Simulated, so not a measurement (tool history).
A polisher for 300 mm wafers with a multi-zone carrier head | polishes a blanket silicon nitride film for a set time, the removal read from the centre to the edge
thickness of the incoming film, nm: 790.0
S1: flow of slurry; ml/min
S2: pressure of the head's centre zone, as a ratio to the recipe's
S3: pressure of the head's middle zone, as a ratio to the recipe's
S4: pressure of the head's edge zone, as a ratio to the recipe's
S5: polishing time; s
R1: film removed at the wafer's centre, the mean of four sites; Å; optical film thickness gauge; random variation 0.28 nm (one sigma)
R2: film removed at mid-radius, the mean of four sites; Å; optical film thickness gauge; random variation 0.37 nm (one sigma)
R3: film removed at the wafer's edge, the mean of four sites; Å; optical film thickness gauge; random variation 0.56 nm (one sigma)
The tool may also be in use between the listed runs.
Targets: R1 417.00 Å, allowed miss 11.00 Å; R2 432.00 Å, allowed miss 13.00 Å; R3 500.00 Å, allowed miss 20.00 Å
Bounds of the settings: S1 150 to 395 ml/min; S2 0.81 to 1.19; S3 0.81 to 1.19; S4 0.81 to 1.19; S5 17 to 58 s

run    day   S1    S2    S3    S4  S5      R1      R2      R3
  1  0.000  250  1.00  1.00  1.00  37  565.14  551.52  572.00
  2  0.367  250  1.00  0.96  1.00  37  563.71  533.64  568.28
  3  0.467  250  1.00  0.96  1.00  33  509.56  477.86  507.68
  4  0.725  240  0.98  0.95  1.01  33  498.44  465.20  506.72
  5  0.746  240  0.98  0.95  1.01  39  581.88  559.82  604.60
  6  0.996  240  1.07  0.95  1.01  39  645.18  559.11  589.55
  7  1.208  195  0.97  0.85  0.91  32  456.34  399.98  458.19
  8  1.442  195  0.95  0.86  0.93  32  452.24  410.59  470.60
  9  1.792  190  0.94  0.87  0.94  32  441.04  408.30  462.90
 10  1.954  190  0.94  0.87  0.94  32  444.35  413.53  469.63
 11  2.192  185  0.93  0.87  0.95  32  434.54  404.64  464.33
 12  2.358  185  0.92  0.88  0.96  32  441.75  413.34  475.01
 13  2.438  185  0.90  0.89  0.97  32  421.68  420.17  474.60
 14  2.738  185  0.90  0.89  0.98  32  424.21  416.40  467.32
 15  2.921  190  0.89  0.89  0.99  32  422.24  418.13  468.79
 16  3.125  185  0.88  0.89  1.00  32  418.70  413.67  480.27
 17  3.500  190  0.88  0.89  1.01  32  417.69  416.38  483.88

Which of these 5 next moves meets every target?
  A  3.875  185  0.95  0.88  0.98  31   ?   ?   ?
  B  3.875  150  0.89  0.85  1.09  33   ?   ?   ?
  C  3.875  225  0.91  0.90  1.17  30   ?   ?   ?
  D  3.875  265  0.85  0.82  0.97  32   ?   ?   ?
  E  3.875  165  0.87  0.91  1.04  33   ?   ?   ?

move      R1      R2      R3
   A  430.70  397.64  460.40
   B  412.66  397.25  503.56
   C  411.42  402.81  496.56
   D  418.23  405.93  489.97
   E  411.15  427.47  497.53
A: further off than the last run
B: further off than the last run
C: further off than the last run
D: further off than the last run
E: meets every target
Move E is the one to make.

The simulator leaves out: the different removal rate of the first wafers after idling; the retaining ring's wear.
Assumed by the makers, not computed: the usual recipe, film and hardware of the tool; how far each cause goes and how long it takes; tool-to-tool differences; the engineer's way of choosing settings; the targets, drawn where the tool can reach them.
